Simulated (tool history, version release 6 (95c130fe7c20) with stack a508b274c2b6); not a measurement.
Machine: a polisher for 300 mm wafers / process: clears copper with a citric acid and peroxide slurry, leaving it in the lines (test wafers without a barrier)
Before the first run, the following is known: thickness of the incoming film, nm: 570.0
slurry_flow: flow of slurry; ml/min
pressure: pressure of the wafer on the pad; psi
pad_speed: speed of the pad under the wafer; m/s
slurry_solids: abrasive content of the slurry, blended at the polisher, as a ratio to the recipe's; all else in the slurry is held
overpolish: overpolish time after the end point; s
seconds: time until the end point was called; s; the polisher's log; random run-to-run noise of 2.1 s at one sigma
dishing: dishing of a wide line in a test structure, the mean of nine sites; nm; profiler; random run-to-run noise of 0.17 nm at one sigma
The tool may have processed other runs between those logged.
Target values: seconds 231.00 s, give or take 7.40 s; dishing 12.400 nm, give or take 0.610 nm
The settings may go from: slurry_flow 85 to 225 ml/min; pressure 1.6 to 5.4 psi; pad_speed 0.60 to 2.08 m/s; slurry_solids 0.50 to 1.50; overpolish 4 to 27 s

run	hour	slurry_flow	pressure	pad_speed	slurry_solids	overpolish	seconds	dishing
1	0.0	145	3.5	1.34	1.00	14	169.54	12.239
2	0.9	145	3.9	1.34	1.00	14	151.66	12.262
3	6.5	145	3.9	1.34	1.00	19	151.53	12.945
4	11.3	175	3.9	1.34	1.00	19	147.94	12.709
5	15.7	170	3.5	1.34	1.00	19	162.81	12.831
6	19.4	195	3.5	1.34	1.00	19	159.63	12.821
7	21.2	190	3.2	1.34	1.00	18	176.73	12.753
8	27.0	190	3.2	1.34	1.00	18	174.74	12.638
9	34.2	185	2.9	1.34	1.00	18	193.57	12.297
10	42.8	180	2.8	1.34	1.00	19	201.97	12.280
11	44.4	175	2.7	1.34	1.00	21	209.05	12.210
12	49.4	180	2.6	1.34	1.00	23	212.89	12.424

Consider the 5 candidate settings below. Which is the only one whose results all fall within their allowed miss of target?
A	54.4	175	2.6	1.22	1.20	23	?	?
B	54.4	190	2.5	1.20	0.95	23	?	?
C	54.4	220	2.7	1.40	0.85	25	?	?
D	54.4	190	2.9	1.02	1.10	26	?	?
E	54.4	165	2.9	1.24	1.15	22	?	?

move	seconds	dishing
A	227.92	12.393
B	248.68	12.274
C	199.46	12.563
D	245.01	12.500
E	205.68	12.465
A: each result inside its tolerance
B: carries the result that was furthest off beyond its target, to the other side
C: moves away from the targets compared with the last run
D: carries the result that was furthest off beyond its target, to the other side
E: moves away from the targets compared with the last run
Go with A: it meets all targets.
